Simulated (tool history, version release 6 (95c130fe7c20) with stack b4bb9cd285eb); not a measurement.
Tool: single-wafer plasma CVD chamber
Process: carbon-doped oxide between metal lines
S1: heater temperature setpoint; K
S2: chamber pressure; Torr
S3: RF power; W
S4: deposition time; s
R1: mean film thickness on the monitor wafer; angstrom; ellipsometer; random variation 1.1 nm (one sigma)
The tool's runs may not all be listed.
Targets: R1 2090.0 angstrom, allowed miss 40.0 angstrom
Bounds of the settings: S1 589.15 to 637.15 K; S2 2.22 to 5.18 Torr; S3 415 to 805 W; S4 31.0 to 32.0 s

run 1 hour=0.0 | S1=613.15 S2=3.70 S3=610 S4=31.0 | R1=1700.0
run 2 hour=1.5 | S1=611.15 S2=3.85 S3=640 S4=31.1 | R1=1798.2
run 3 hour=5.6 | S1=608.15 S2=4.05 S3=650 S4=31.1 | R1=1862.8
run 4 hour=6.3 | S1=608.15 S2=4.58 S3=650 S4=31.1 | R1=1882.3
run 5 hour=8.5 | S1=608.15 S2=5.00 S3=650 S4=31.1 | R1=1889.1
run 6 hour=14.1 | S1=605.15 S2=5.04 S3=660 S4=31.1 | R1=1947.8
run 7 hour=17.2 | S1=603.15 S2=5.07 S3=665 S4=31.1 | R1=1964.4
run 8 hour=19.2 | S1=601.15 S2=5.09 S3=670 S4=31.1 | R1=2003.2
run 9 hour=21.4 | S1=600.15 S2=5.11 S3=670 S4=31.1 | R1=2008.3
run 10 hour=28.1 | S1=599.15 S2=5.13 S3=670 S4=31.1 | R1=2043.7
run 11 hour=31.9 | S1=599.15 S2=5.13 S3=670 S4=31.1 | R1=2003.5
run 12 hour=36.4 | S1=598.15 S2=5.14 S3=675 S4=31.1 | R1=2042.2
run 13 hour=40.7 | S1=597.15 S2=5.15 S3=675 S4=31.1 | R1=2035.1

4 next moves are on the table. One of them brings every result within its allowed miss. Which?
run A hour=45.0 | S1=589.15 S2=4.85 S3=710 S4=31.0 | R1=?
run B hour=45.0 | S1=594.15 S2=5.18 S3=630 S4=32.0 | R1=?
run C hour=45.0 | S1=593.15 S2=4.74 S3=695 S4=31.0 | R1=?
run D hour=45.0 | S1=589.15 S2=5.18 S3=675 S4=31.9 | R1=?

move=A R1=2179.8
move=B R1=2006.7
move=C R1=2101.2
move=D R1=2166.5
A: takes the result that was furthest off past its target
B: further off than the last run
C: meets every target
D: takes the result that was furthest off past its target
The right move is C.
